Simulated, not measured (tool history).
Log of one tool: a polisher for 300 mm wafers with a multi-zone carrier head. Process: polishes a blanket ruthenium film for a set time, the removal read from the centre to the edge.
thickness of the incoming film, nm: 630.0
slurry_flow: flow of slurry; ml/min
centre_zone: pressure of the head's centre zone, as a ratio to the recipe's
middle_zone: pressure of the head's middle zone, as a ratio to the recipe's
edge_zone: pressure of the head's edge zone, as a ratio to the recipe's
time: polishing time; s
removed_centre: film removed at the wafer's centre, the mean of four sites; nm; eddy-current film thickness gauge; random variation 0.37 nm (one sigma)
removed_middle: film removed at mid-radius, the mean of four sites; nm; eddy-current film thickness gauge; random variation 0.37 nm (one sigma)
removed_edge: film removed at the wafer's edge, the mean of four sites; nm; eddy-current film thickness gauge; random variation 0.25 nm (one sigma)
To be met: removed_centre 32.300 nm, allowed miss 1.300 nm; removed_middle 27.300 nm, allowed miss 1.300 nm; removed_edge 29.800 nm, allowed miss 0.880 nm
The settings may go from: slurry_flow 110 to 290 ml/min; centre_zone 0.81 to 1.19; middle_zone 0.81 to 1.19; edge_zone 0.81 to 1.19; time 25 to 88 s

run	hour	slurry_flow	centre_zone	middle_zone	edge_zone	time	removed_centre	removed_middle	removed_edge
1	0.0	185	1.00	1.00	1.00	56	59.478	59.043	57.841
2	8.6	185	1.00	1.06	1.00	56	60.069	63.842	58.407
3	15.7	175	1.00	1.01	0.97	49	51.985	51.390	49.250
4	19.4	170	0.99	0.98	0.94	45	46.149	46.414	44.897
5	22.0	165	1.00	0.95	0.92	41	41.975	40.692	40.226
6	29.9	165	1.00	0.95	0.92	36	36.542	36.279	35.019
7	34.2	160	1.01	0.92	0.92	35	35.612	32.914	33.964
8	36.2	155	1.01	0.90	0.90	34	35.553	31.377	32.834
9	41.5	150	1.00	0.89	0.89	33	33.229	29.918	31.260
10	49.5	145	1.00	0.88	0.89	33	33.761	30.600	30.964
11	52.3	145	1.00	0.86	0.90	33	33.497	28.569	31.430
12	54.4	140	1.00	0.86	0.89	33	33.174	28.533	31.144
13	58.6	135	1.00	0.86	0.88	33	32.595	28.890	30.218

5 next moves are on the table. One of them brings every result within its allowed miss. Which?
A	62.8	110	1.04	0.92	0.84	35	?	?	?
B	62.8	150	1.02	0.84	0.89	31	?	?	?
C	62.8	130	1.05	0.97	0.88	31	?	?	?
D	62.8	145	0.98	0.81	0.95	32	?	?	?
E	62.8	115	0.96	0.94	0.94	33	?	?	?

move	removed_centre	removed_middle	removed_edge
A	33.088	29.816	30.593
B	31.616	26.624	29.512
C	31.276	28.981	28.600
D	31.159	26.478	31.239
E	29.415	29.032	30.648
A: further off than the last run
B: meets every target
C: further off than the last run
D: brings the result that was furthest off to its target, and leaves another outside
E: further off than the last run
Answer: B
